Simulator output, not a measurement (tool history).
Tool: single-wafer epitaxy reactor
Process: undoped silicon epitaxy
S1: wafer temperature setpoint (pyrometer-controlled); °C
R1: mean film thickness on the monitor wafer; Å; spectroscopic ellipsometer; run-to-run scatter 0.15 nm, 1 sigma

Run 1, day 0: S1 630 °C, deposition time (s) 196. Result: R1 208.38 Å.
Run 2, day 0.238: S1 623 °C, deposition time (s) 196. Result: R1 178.9 Å.
Run 3, day 0.533: S1 623 °C, deposition time (s) 183. Result: R1 168.38 Å.
Run 4, day 0.779: S1 623 °C, deposition time (s) 200. Result: R1 184.71 Å.
Run 5, day 1.1: S1 623 °C, deposition time (s) 214. Result: R1 197.54 Å.
Run 6, day 1.325: S1 619 °C, deposition time (s) 214. Result: R1 180.97 Å.
Run 7, day 1.65: S1 623 °C, deposition time (s) 215. Result: R1 197.74 Å.

What does the tool deliver on the next run?
Run 8, day 1.846: S1 626 °C, deposition time (s) 216. Result: R1 ?.

R1: 212.56 Å
